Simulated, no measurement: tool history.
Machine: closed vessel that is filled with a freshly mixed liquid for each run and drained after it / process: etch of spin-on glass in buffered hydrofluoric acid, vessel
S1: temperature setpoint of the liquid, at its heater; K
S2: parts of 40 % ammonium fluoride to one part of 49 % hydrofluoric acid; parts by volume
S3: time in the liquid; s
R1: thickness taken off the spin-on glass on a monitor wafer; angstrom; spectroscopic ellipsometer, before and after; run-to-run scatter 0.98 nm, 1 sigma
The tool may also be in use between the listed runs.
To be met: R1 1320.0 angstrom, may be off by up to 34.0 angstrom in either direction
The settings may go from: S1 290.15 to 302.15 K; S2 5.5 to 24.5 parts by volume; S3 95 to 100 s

Run 1, day 0.000: S1 294.15 K, S2 15.0 parts by volume, S3 95 s. Result: R1 2220.7 angstrom.
Run 2, day 0.371: S1 293.65 K, S2 16.0 parts by volume, S3 95 s. Result: R1 2016.0 angstrom.
Run 3, day 0.438: S1 293.65 K, S2 13.5 parts by volume, S3 95 s. Result: R1 2383.8 angstrom.
Run 4, day 0.579: S1 293.15 K, S2 14.5 parts by volume, S3 95 s. Result: R1 2192.6 angstrom.
Run 5, day 0.754: S1 293.15 K, S2 14.5 parts by volume, S3 100 s. Result: R1 2319.2 angstrom.
Run 6, day 0.829: S1 292.65 K, S2 15.5 parts by volume, S3 100 s. Result: R1 2077.7 angstrom.
Run 7, day 0.950: S1 290.15 K, S2 20.5 parts by volume, S3 100 s. Result: R1 1388.8 angstrom.
Run 8, day 1.021: S1 290.15 K, S2 21.0 parts by volume, S3 100 s. Result: R1 1362.1 angstrom.

Which one of the following 4 next-run settings gets every result inside its allowed miss? There is exactly one.
Run A, day 1.092: S1 290.15 K, S2 20.5 parts by volume, S3 95 s. Result: R1 ?.
Run B, day 1.092: S1 290.15 K, S2 22.0 parts by volume, S3 95 s. Result: R1 ?.
Run C, day 1.092: S1 290.15 K, S2 20.0 parts by volume, S3 100 s. Result: R1 ?.
Run D, day 1.092: S1 290.15 K, S2 19.5 parts by volume, S3 95 s. Result: R1 ?.

move      R1
   A  1332.0
   B  1268.5
   C  1426.2
   D  1389.2
A: every result within its allowed miss
B: the result that was furthest off in the last run now lies on the other side of its target
C: its largest miss is bigger than the last run's
D: its largest miss is bigger than the last run's
A is the move that brings every result within its allowed miss.

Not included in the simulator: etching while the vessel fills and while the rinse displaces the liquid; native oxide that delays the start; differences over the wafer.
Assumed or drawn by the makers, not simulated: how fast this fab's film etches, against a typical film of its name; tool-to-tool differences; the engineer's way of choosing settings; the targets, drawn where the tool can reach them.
